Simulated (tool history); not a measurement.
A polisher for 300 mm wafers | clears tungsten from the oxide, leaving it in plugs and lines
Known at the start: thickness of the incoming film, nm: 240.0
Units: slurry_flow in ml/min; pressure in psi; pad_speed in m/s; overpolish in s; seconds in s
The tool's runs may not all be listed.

run	hour	slurry_flow	pressure	pad_speed	slurry_solids	overpolish	seconds
1	0	215	4.8	1.02	1	5	41.062
2	6.5	215	4.1	1.02	1	5	45.637
3	10.2	215	4.7	1.04	1	5	41.168
4	13.3	215	5.2	1.06	1	5	38.556
5	20.2	215	5.6	1.1	1	5	32.303
6	26.2	215	5.6	0.88	1	5	41.05
7	29.3	215	6.1	0.9	1	5	36.661
8	35	215	6.1	0.9	1	5	37.322
9	36.2	215	6.4	0.92	1	5	36.122
10	37.8	215	6.7	0.94	1	5	35.045
11	40.1	215	6.9	0.98	1	5	31.338

Run 12 comes next. What will it give?
12	43	215	7	0.98	1	5	?

seconds: 31.031 s
